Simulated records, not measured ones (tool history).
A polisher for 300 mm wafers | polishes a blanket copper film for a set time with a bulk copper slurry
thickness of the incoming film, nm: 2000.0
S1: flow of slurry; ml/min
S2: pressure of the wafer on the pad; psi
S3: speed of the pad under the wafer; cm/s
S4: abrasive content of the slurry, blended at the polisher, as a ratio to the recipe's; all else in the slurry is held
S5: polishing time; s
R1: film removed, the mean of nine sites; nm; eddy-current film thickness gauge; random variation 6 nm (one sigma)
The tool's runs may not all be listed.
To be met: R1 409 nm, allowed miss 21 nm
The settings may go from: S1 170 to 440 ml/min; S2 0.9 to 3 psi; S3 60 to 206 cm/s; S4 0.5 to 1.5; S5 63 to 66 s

run  hour   S1   S2   S3    S4  S5      R1
  1     0  280  1.9  132     1  63   584.4
  2   7.7  280  1.7  130     1  63  514.07
  3   9.8  280  1.7  130  1.15  63  542.49
  4  13.3  280  1.7  130  1.15  66  555.04
  5  21.7  280  1.9  130  1.15  66   631.7
  6  29.8  280  1.7  128  1.15  66  572.24
  7  31.3  280  1.5  126  1.15  66  507.11
  8  34.7  280  1.4  126  1.15  66  478.54
  9  37.4  280  1.3  126  1.15  66  451.58
 10  39.8  280  1.1  124  1.15  66  382.14

Which of these 4 next moves meets every target?
  A  42.2  295  1.1  130  1.1  66   ?
  B  42.2  295  1.2  134  1.2  66   ?
  C  42.2  280    1  158  1.2  65   ?
  D  42.2  280  1.1  114    1  63   ?

move      R1
   A  404.09
   B  455.69
   C   449.2
   D  332.43
A: meets every target
B: takes the result that was furthest off past its target
C: takes the result that was furthest off past its target
D: further off than the last run
Move A is the one to make.

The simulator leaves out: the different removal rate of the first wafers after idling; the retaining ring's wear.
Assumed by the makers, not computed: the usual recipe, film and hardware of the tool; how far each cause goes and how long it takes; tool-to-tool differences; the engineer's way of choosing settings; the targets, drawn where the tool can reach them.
